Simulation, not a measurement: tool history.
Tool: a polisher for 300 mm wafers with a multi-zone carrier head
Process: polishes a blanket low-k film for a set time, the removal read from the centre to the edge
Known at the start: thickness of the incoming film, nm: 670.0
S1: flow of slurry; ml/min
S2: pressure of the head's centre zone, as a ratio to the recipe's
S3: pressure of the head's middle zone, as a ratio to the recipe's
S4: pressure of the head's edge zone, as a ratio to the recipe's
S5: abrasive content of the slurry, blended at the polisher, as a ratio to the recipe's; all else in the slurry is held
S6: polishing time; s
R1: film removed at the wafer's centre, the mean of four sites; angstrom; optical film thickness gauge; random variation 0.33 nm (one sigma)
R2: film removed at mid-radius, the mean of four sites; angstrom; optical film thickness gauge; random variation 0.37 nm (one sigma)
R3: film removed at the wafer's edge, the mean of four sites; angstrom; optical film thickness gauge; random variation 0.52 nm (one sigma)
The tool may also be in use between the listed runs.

{"run": 1, "hour": 0.0, "S1": 215, "S2": 1, "S3": 1, "S4": 1, "S5": 1, "S6": 63, "R1": 389.02, "R2": 430.97, "R3": 439.96}
{"run": 2, "hour": 0.7, "S1": 225, "S2": 1.03, "S3": 1.01, "S4": 1.04, "S5": 1.1, "S6": 63, "R1": 424.11, "R2": 451.91, "R3": 462.55}
{"run": 3, "hour": 1.8, "S1": 190, "S2": 1.03, "S3": 1.01, "S4": 1.04, "S5": 1.1, "S6": 63, "R1": 414.75, "R2": 439.78, "R3": 462.08}
{"run": 4, "hour": 6.4, "S1": 190, "S2": 1.04, "S3": 1.02, "S4": 1.07, "S5": 1.2, "S6": 63, "R1": 434.87, "R2": 458.66, "R3": 480.77}
{"run": 5, "hour": 13.5, "S1": 190, "S2": 1.04, "S3": 1.02, "S4": 1.07, "S5": 1.1, "S6": 63, "R1": 418.98, "R2": 442.22, "R3": 465.07}
{"run": 6, "hour": 16.5, "S1": 190, "S2": 1.05, "S3": 1.02, "S4": 1.09, "S5": 1.2, "S6": 63, "R1": 437.4, "R2": 459.03, "R3": 478.95}
{"run": 7, "hour": 19.5, "S1": 185, "S2": 1.05, "S3": 1.01, "S4": 1.1, "S5": 1.3, "S6": 64, "R1": 447.58, "R2": 476.57, "R3": 503.47}
{"run": 8, "hour": 22.9, "S1": 195, "S2": 1.07, "S3": 1.01, "S4": 1.12, "S5": 1.35, "S6": 65, "R1": 477.93, "R2": 496.32, "R3": 528.06}

Run 9 comes next. What will it give?
{"run": 9, "hour": 25.2, "S1": 210, "S2": 1.08, "S3": 1.01, "S4": 1.14, "S5": 1.35, "S6": 65, "R1": "?", "R2": "?", "R3": "?"}

R1: 485.5 angstrom
R2: 497.51 angstrom
R3: 538.45 angstrom

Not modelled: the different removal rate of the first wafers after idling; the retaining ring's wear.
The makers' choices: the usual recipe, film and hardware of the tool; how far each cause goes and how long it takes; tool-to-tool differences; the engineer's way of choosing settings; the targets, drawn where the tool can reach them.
